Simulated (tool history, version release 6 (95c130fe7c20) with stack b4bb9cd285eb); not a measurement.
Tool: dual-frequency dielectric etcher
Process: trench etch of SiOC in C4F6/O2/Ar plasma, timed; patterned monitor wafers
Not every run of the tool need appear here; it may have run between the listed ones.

run,hour,source power (kW),bias power (kW),etch time (s),mean etch depth across the wafer (nm)
1,0.0,0.260,0.156,24.0,41.255
2,4.9,0.260,0.156,24.0,41.417
3,9.8,0.260,0.156,24.0,41.487
4,18.4,0.250,0.154,24.0,40.319
5,23.6,0.280,0.154,24.0,43.054
6,28.0,0.270,0.153,24.0,42.146
7,35.1,0.260,0.152,24.0,41.263
8,44.1,0.250,0.151,24.0,40.164

Expected results for the next run?
9,49.0,0.210,0.147,24.0,?

Run 9 produced mean etch depth across the wafer (nm) 36.032.

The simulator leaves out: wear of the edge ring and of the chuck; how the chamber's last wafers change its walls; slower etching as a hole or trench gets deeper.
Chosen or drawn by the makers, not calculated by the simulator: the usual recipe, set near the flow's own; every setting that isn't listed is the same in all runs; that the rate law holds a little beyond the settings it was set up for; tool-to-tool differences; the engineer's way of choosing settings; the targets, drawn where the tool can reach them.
